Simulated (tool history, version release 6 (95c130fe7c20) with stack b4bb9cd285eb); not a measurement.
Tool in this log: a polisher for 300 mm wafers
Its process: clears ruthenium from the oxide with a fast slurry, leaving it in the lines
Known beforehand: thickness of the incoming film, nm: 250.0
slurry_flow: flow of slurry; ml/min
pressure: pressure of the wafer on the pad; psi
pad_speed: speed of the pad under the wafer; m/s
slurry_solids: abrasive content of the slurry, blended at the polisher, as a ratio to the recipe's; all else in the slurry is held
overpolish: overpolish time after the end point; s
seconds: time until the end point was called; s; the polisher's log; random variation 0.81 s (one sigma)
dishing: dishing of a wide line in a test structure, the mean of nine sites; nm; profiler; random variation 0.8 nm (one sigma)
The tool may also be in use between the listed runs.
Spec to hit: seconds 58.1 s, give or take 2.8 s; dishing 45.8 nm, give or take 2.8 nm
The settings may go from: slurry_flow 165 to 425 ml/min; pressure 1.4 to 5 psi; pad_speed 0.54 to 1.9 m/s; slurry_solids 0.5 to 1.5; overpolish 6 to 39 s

run	hour	slurry_flow	pressure	pad_speed	slurry_solids	overpolish	seconds	dishing
1	0	275	3.2	1.22	1	20	50.682	60.217
2	5.5	330	3.2	1.22	1	20	50.212	61.25
3	8.9	330	3.1	1.22	1	19	50.882	60.614
4	16.2	330	3.1	1.22	1	11	51.387	39.573
5	24.4	330	3.1	1.42	1	11	44.7	43.95
6	31.5	330	3	1.42	1	12	44.884	45.74
7	36.7	330	2.9	1.42	1	12	46.14	43.684
8	42.2	330	2.8	1.42	1	13	48.565	46.119
9	48.6	330	2.7	1.42	1	13	49.643	46.297
10	57	330	2.6	1.42	1	13	49.581	45.547
11	58.1	330	2.5	1.42	1	13	51.877	44.306
# hour 65.8: worn pad replaced by a new one
12	65.8	330	2.3	1.42	1	14	52.939	48.648
13	69.8	330	2.1	1.4	1	13	54.205	42.372
14	78	330	2	1.36	1	17	58.612	49.693

5 next moves are on the table. One of them brings every result within its allowed miss. Which?
A	86.2	355	1.9	1.34	1.15	21	?	?
B	86.2	335	2.1	1.32	1.05	12	?	?
C	86.2	365	1.8	1.66	1.05	11	?	?
D	86.2	235	1.9	1.24	1.45	20	?	?
E	86.2	385	1.7	1.6	0.9	15	?	?

move	seconds	dishing
A	57.972	57.754
B	57.047	38.968
C	50.358	40.134
D	60.12	54.573
E	57.306	46.041
A: misses by more than the last run did
B: pushes the last run's worst result past its target
C: pushes the last run's worst result past its target
D: misses by more than the last run did
E: all results land within tolerance of their targets
Answer: E
